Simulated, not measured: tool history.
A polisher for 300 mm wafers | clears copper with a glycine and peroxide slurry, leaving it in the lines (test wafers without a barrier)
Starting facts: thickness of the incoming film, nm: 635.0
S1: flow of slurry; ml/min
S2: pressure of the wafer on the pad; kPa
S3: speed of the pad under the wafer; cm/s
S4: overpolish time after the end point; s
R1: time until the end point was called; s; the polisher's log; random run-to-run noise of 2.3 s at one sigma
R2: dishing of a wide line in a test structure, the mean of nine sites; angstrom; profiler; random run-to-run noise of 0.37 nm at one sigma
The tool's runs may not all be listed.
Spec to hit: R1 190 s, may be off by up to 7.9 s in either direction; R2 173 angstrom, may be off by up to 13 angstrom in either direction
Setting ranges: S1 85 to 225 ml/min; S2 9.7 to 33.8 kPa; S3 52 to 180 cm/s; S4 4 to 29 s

run,day,S1,S2,S3,S4,R1,R2
1,0,145,21.4,116,15,92.201,670.66
2,0.138,145,21.4,130,15,85.98,690.35
3,0.483,130,17.9,116,12,109.43,485.32
4,0.621,120,15.9,108,10,127.5,386.55
5,0.967,105,15.9,108,10,134.41,381.59
6,1.104,105,15.9,108,16,130.11,545.45
7,1.333,130,14.5,96,13,146.26,427.45
8,1.521,120,13.1,96,11,155.92,356.73
9,1.742,120,12.4,94,9,167.1,277.32
10,1.867,120,11.7,94,8,172.3,238.47
11,1.925,120,11,94,7,180.9,213.31
12,2.242,120,10.3,94,7,182.44,198.44

Next run, 5 choices. One meets every target within its allowed miss, the rest don't. Which?
A,2.558,85,11,110,7,?,?
B,2.558,115,11.7,88,8,?,?
C,2.558,110,13.1,86,8,?,?
D,2.558,130,9.7,92,6,?,?
E,2.558,130,9.7,118,6,?,?

move,R1,R2
A,177.89,214.36
B,183.08,236.71
C,175.86,245.56
D,193.01,173.28
E,162.24,202.28
A: further off than the last run
B: further off than the last run
C: further off than the last run
D: all results land within tolerance of their targets
E: further off than the last run
The move that meets every target is D.

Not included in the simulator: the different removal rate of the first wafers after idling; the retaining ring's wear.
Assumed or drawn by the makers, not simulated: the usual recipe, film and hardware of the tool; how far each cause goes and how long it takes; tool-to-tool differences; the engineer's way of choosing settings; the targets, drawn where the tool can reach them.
